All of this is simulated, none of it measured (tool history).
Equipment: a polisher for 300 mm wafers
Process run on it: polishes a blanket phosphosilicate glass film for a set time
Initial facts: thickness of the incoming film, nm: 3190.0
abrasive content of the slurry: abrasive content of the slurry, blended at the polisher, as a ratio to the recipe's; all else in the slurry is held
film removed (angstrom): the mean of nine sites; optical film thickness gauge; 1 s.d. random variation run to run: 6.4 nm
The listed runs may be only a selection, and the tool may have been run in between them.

run	hour	flow of slurry (ml/min)	pressure of the wafer on the pad (kPa)	speed of the pad under the wafer (cm/s)	abrasive content of the slurry	polishing time (s)	film removed (angstrom)
1	0.0	190	15.2	104	1.0	55	3215.9
2	6.4	190	15.2	104	0.9	55	3115.4
3	7.0	190	17.2	104	0.9	55	3572.5
4	15.0	190	18.6	104	0.9	55	3764.3
5	21.7	170	18.6	104	0.9	55	3755.7
6	24.3	170	20.0	106	0.9	55	4111.6
7	29.2	175	20.7	108	0.9	55	4224.4
8	33.9	175	21.4	112	0.9	55	4535.6
9	40.4	175	22.1	114	0.9	55	4728.3

The next listed run, before its measurement:
10	47.1	175	22.8	116	0.9	55	?

Logged for run 10: film removed (angstrom) 5063.8.

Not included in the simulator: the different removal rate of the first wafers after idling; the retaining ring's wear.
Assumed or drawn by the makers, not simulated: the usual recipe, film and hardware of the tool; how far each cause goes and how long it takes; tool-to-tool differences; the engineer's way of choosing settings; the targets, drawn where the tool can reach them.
